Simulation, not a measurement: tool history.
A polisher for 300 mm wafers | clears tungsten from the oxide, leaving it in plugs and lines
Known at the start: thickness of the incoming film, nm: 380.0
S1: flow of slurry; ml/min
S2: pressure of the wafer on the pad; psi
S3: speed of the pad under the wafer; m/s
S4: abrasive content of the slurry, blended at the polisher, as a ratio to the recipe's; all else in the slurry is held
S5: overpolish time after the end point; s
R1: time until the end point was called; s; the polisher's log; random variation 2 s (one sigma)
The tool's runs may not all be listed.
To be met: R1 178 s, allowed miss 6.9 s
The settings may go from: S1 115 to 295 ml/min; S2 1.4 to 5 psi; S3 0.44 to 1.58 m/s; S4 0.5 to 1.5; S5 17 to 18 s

run 1 day=0 | S1=190 S2=3.2 S3=1 S4=1 S5=17 | R1=130.3
run 2 day=0.025 | S1=190 S2=3.1 S3=1 S4=1 S5=17 | R1=130.94
run 3 day=0.375 | S1=190 S2=3.1 S3=1 S4=1 S5=17 | R1=132.92
run 4 day=0.408 | S1=190 S2=3.4 S3=1 S4=1 S5=17 | R1=121.37
run 5 day=0.767 | S1=190 S2=3.4 S3=1 S4=0.8 S5=17 | R1=128.68
run 6 day=0.996 | S1=190 S2=3.3 S3=1 S4=0.8 S5=17 | R1=134.68
run 7 day=1.062 | S1=190 S2=3.2 S3=1 S4=0.8 S5=17 | R1=137.16
run 8 day=1.333 | S1=190 S2=3.1 S3=1 S4=0.8 S5=17 | R1=138.04
run 9 day=1.425 | S1=190 S2=3 S3=1 S4=0.8 S5=17 | R1=140.56
run 10 day=1.746 | S1=190 S2=2.9 S3=1 S4=0.8 S5=17 | R1=146.73
run 11 day=2.008 | S1=185 S2=2.2 S3=0.98 S4=0.8 S5=17 | R1=196.57
run 12 day=2.146 | S1=190 S2=2.2 S3=0.98 S4=0.8 S5=17 | R1=198.61

5 next moves are on the table. One of them brings every result within its allowed miss. Which?
run A day=2.283 | S1=195 S2=2.6 S3=0.74 S4=1.1 S5=17 | R1=?
run B day=2.283 | S1=225 S2=3.2 S3=0.76 S4=0.75 S5=18 | R1=?
run C day=2.283 | S1=180 S2=2.2 S3=1.02 S4=0.8 S5=17 | R1=?
run D day=2.283 | S1=115 S2=2.2 S3=1.24 S4=0.85 S5=17 | R1=?
run E day=2.283 | S1=180 S2=2.1 S3=0.86 S4=0.8 S5=17 | R1=?

move=A R1=205.97
move=B R1=175.42
move=C R1=190.35
move=D R1=163.55
move=E R1=234.57
A: further off than the last run
B: meets every target
C: nearer than the last run, and not there yet
D: takes the result that was furthest off past its target
E: further off than the last run
Answer: B
